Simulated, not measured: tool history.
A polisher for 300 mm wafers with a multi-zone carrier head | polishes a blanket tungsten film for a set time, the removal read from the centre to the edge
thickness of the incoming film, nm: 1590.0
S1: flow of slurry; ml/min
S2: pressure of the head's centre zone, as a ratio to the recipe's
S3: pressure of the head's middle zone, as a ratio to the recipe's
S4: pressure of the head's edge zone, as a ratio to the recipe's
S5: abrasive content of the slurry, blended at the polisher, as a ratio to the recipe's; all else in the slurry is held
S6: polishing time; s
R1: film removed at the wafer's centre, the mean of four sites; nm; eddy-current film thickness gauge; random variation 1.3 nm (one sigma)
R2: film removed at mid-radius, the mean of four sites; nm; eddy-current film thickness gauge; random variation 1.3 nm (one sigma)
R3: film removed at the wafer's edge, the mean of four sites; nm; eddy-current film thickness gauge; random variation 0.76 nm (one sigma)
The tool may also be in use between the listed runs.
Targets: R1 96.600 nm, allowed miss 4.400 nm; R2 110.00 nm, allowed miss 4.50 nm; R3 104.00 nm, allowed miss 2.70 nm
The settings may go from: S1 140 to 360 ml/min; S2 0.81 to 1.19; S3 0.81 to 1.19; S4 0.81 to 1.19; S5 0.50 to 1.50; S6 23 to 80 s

run 1 hour=0.0 | S1=230 S2=1.00 S3=1.00 S4=1.00 S5=1.00 S6=51 | R1=221.100 R2=213.93 R3=220.30
run 2 hour=1.1 | S1=220 S2=0.96 S3=1.01 S4=0.96 S5=0.85 S6=42 | R1=171.620 R2=173.85 R3=173.19
run 3 hour=2.1 | S1=220 S2=0.96 S3=1.01 S4=0.92 S5=0.85 S6=42 | R1=171.530 R2=176.49 R3=170.70
run 4 hour=9.7 | S1=220 S2=0.96 S3=1.01 S4=0.85 S5=0.85 S6=42 | R1=167.410 R2=172.98 R3=164.54
run 5 hour=15.5 | S1=210 S2=0.92 S3=1.00 S4=0.84 S5=0.75 S6=36 | R1=135.280 R2=143.45 R3=137.83
run 6 hour=16.1 | S1=205 S2=0.90 S3=1.00 S4=0.83 S5=0.70 S6=33 | R1=119.600 R2=132.05 R3=124.26
run 7 hour=21.9 | S1=200 S2=0.89 S3=0.99 S4=0.82 S5=0.65 S6=32 | R1=116.580 R2=125.68 R3=119.34
run 8 hour=28.7 | S1=195 S2=0.87 S3=0.99 S4=0.82 S5=0.60 S6=31 | R1=108.650 R2=116.54 R3=114.40
run 9 hour=36.7 | S1=190 S2=0.86 S3=1.01 S4=0.82 S5=0.55 S6=30 | R1=99.617 R2=116.98 R3=109.26
run 10 hour=41.5 | S1=185 S2=0.86 S3=1.01 S4=0.82 S5=0.55 S6=30 | R1=101.850 R2=114.12 R3=107.74
run 11 hour=47.7 | S1=175 S2=0.85 S3=1.01 S4=0.82 S5=0.55 S6=30 | R1=97.626 R2=113.72 R3=109.49
run 12 hour=52.7 | S1=180 S2=0.85 S3=1.01 S4=0.82 S5=0.55 S6=30 | R1=96.965 R2=111.71 R3=109.66
run 13 hour=58.0 | S1=185 S2=0.86 S3=1.01 S4=0.82 S5=0.55 S6=30 | R1=99.822 R2=114.40 R3=107.69
run 14 hour=66.9 | S1=180 S2=0.86 S3=1.01 S4=0.82 S5=0.55 S6=30 | R1=99.391 R2=115.35 R3=107.99
run 15 hour=69.6 | S1=175 S2=0.86 S3=1.00 S4=0.82 S5=0.55 S6=30 | R1=96.853 R2=111.38 R3=107.28
run 16 hour=77.9 | S1=175 S2=0.87 S3=1.00 S4=0.82 S5=0.55 S6=30 | R1=100.880 R2=112.91 R3=107.49

5 next moves are on the table. One of them brings every result within its allowed miss. Which?
run A hour=86.2 | S1=185 S2=0.92 S3=1.09 S4=0.81 S5=0.70 S6=28 | R1=? R2=? R3=?
run B hour=86.2 | S1=180 S2=0.96 S3=1.07 S4=0.82 S5=0.60 S6=29 | R1=? R2=? R3=?
run C hour=86.2 | S1=200 S2=0.99 S3=1.14 S4=0.81 S5=0.50 S6=28 | R1=? R2=? R3=?
run D hour=86.2 | S1=215 S2=0.93 S3=0.99 S4=0.82 S5=0.50 S6=29 | R1=? R2=? R3=?
run E hour=86.2 | S1=270 S2=0.84 S3=0.99 S4=0.81 S5=0.55 S6=28 | R1=? R2=? R3=?

move=A R1=101.660 R2=117.95 R3=103.99
move=B R1=107.090 R2=117.31 R3=105.56
move=C R1=106.560 R2=118.87 R3=100.62
move=D R1=104.840 R2=111.01 R3=105.67
move=E R1=95.512 R2=111.74 R3=105.15
A: brings the result that was furthest off to its target, and leaves another outside
B: brings the result that was furthest off to its target, and leaves another outside
C: takes the result that was furthest off past its target
D: brings the result that was furthest off to its target, and leaves another outside
E: meets every target
Move E is the one to make.
